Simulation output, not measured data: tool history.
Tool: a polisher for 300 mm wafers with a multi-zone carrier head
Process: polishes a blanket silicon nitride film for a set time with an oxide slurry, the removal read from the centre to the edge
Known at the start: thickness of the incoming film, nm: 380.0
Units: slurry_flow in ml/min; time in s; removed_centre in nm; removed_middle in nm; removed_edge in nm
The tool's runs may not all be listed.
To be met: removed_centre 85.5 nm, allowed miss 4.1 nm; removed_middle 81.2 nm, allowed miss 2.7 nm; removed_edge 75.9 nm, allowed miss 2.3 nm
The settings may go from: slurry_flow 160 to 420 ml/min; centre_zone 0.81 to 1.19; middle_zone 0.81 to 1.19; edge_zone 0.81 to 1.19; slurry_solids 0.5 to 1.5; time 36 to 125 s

run,hour,slurry_flow,centre_zone,middle_zone,edge_zone,slurry_solids,time,removed_centre,removed_middle,removed_edge
1,0,270,1,1,1,1,80,84.096,86.722,88.308
2,8.6,270,1,1.04,1,1,80,82.325,88.043,88.318
3,12,270,1.01,1.04,0.98,1,80,87.235,89.773,88.225
4,17.2,270,1.01,1.04,0.97,1,80,87.037,89.949,87.76
5,23.9,270,1.01,1.11,0.97,1,80,85.441,94.788,86.936
6,27,270,1.01,1.08,0.97,1,80,85.787,93.264,87.589
7,30.5,270,1.01,1.07,0.96,1,80,85.105,92.662,86.833
8,32.2,270,1.02,1.06,0.95,1,80,88.906,91.391,86.176
9,40.8,270,1.02,1.05,0.94,1,80,87.181,88.832,86.526
10,45.4,270,1.02,1.05,0.93,1,80,85.625,91.874,85.394
# hour 49.6: centre zone pressure recalibrated
11,49.6,270,1.03,1.04,0.92,1,80,93.87,89.361,85.287
12,57.8,270,1.03,1.04,0.91,1,80,92.971,88.235,84.563
13,62,270,1.02,1.04,0.9,1,80,90.994,88.992,84.484
14,70.7,270,1.02,1.04,0.89,1,80,93.74,88.688,84.189
15,77.5,270,1.01,1.04,0.88,1,80,91.83,89.979,84.107
16,85.4,255,1,1.03,0.85,0.9,80,83.112,83.49,77.265

Which of these 4 next moves meets every target?
A,93.3,240,0.98,1.09,0.84,0.75,89,?,?,?
B,93.3,320,0.93,1.02,0.92,0.6,98,?,?,?
C,93.3,190,1.01,1.09,0.9,0.85,86,?,?,?
D,93.3,160,1.06,1.04,0.83,0.8,89,?,?,?

move,removed_centre,removed_middle,removed_edge
A,83.607,87.579,77.113
B,78.403,82.021,78.627
C,85.912,87.664,80.404
D,86.7,81.65,75.637
A: further off than the last run
B: brings the result that was furthest off to its target, and leaves another outside
C: further off than the last run
D: meets every target
Move D is the one to make.
